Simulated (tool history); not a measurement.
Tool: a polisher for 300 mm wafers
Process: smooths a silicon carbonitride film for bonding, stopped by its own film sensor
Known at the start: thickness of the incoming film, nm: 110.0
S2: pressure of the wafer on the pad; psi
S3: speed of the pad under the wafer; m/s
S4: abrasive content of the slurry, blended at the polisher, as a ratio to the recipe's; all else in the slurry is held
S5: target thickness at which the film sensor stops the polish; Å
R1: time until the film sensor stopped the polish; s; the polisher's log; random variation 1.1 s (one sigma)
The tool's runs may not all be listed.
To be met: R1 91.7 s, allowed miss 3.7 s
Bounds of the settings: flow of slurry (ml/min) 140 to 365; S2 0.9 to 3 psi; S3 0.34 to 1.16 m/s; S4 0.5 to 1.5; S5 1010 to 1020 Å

run 1 hour=0 | flow_of_slurry_(ml/min)=235 S2=1.9 S3=0.74 S4=1 S5=1010 | R1=56.489
run 2 hour=3.7 | flow_of_slurry_(ml/min)=215 S2=1.9 S3=0.74 S4=1 S5=1010 | R1=56.852
run 3 hour=8.1 | flow_of_slurry_(ml/min)=215 S2=1.8 S3=0.74 S4=1 S5=1010 | R1=60.016
run 4 hour=9.6 | flow_of_slurry_(ml/min)=170 S2=1.8 S3=0.74 S4=1 S5=1010 | R1=62.007
run 5 hour=10.5 | flow_of_slurry_(ml/min)=170 S2=1.8 S3=0.74 S4=1 S5=1010 | R1=61.16
run 6 hour=19.1 | flow_of_slurry_(ml/min)=170 S2=1.7 S3=0.74 S4=1 S5=1010 | R1=64.579
run 7 hour=22.2 | flow_of_slurry_(ml/min)=170 S2=1.6 S3=0.74 S4=1 S5=1010 | R1=68.973
run 8 hour=24 | flow_of_slurry_(ml/min)=170 S2=1.5 S3=0.74 S4=1 S5=1010 | R1=73.635
run 9 hour=28.9 | flow_of_slurry_(ml/min)=170 S2=1.3 S3=0.74 S4=1 S5=1010 | R1=84.805

Which of these 5 next moves meets every target?
run A hour=33.8 | flow_of_slurry_(ml/min)=200 S2=1.3 S3=0.68 S4=0.9 S5=1020 | R1=?
run B hour=33.8 | flow_of_slurry_(ml/min)=150 S2=1.1 S3=0.9 S4=0.9 S5=1020 | R1=?
run C hour=33.8 | flow_of_slurry_(ml/min)=140 S2=1.4 S3=0.66 S4=1.1 S5=1020 | R1=?
run D hour=33.8 | flow_of_slurry_(ml/min)=145 S2=1.5 S3=0.66 S4=0.95 S5=1020 | R1=?
run E hour=33.8 | flow_of_slurry_(ml/min)=170 S2=1.4 S3=0.46 S4=1.2 S5=1020 | R1=?

move=A R1=84.783
move=B R1=82.393
move=C R1=74.886
move=D R1=76.095
move=E R1=92.984
A: as far off as the last run
B: further off than the last run
C: further off than the last run
D: further off than the last run
E: meets every target
The right move is E.
